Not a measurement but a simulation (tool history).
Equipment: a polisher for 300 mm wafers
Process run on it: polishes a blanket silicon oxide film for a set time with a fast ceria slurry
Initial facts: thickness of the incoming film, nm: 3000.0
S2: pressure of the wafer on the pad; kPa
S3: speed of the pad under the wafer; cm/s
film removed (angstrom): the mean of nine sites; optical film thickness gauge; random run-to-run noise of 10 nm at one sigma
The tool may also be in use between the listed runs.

{"run": 1, "hour": 0.0, "flow of slurry (ml/min)": 300, "S2": 12.4, "S3": 130, "polishing time (s)": 61, "film removed (angstrom)": 8720.5}
{"run": 2, "hour": 4.6, "flow of slurry (ml/min)": 300, "S2": 11, "S3": 130, "polishing time (s)": 61, "film removed (angstrom)": 7821.6}
{"run": 3, "hour": 9.2, "flow of slurry (ml/min)": 300, "S2": 11, "S3": 130, "polishing time (s)": 61, "film removed (angstrom)": 7777.4}
{"run": 4, "hour": 14.7, "flow of slurry (ml/min)": 305, "S2": 13.8, "S3": 130, "polishing time (s)": 61, "film removed (angstrom)": 9707.1}
{"run": 5, "hour": 20.8, "flow of slurry (ml/min)": 305, "S2": 13.8, "S3": 130, "polishing time (s)": 64, "film removed (angstrom)": 10276}
{"run": 6, "hour": 21.4, "flow of slurry (ml/min)": 305, "S2": 13.8, "S3": 108, "polishing time (s)": 64, "film removed (angstrom)": 8538.9}
{"run": 7, "hour": 27.9, "flow of slurry (ml/min)": 310, "S2": 15.9, "S3": 112, "polishing time (s)": 64, "film removed (angstrom)": 10199}
{"run": 8, "hour": 34.2, "flow of slurry (ml/min)": 310, "S2": 17.2, "S3": 116, "polishing time (s)": 64, "film removed (angstrom)": 11394}
{"run": 9, "hour": 40.9, "flow of slurry (ml/min)": 315, "S2": 17.9, "S3": 120, "polishing time (s)": 64, "film removed (angstrom)": 12248}
{"run": 10, "hour": 46.5, "flow of slurry (ml/min)": 315, "S2": 18.6, "S3": 124, "polishing time (s)": 64, "film removed (angstrom)": 13263}

Run 11 has not been measured yet. What should we expect?
{"run": 11, "hour": 51.4, "flow of slurry (ml/min)": 315, "S2": 18.6, "S3": 126, "polishing time (s)": 64, "film removed (angstrom)": "?"}

Run 11 produced film removed (angstrom) 13417.
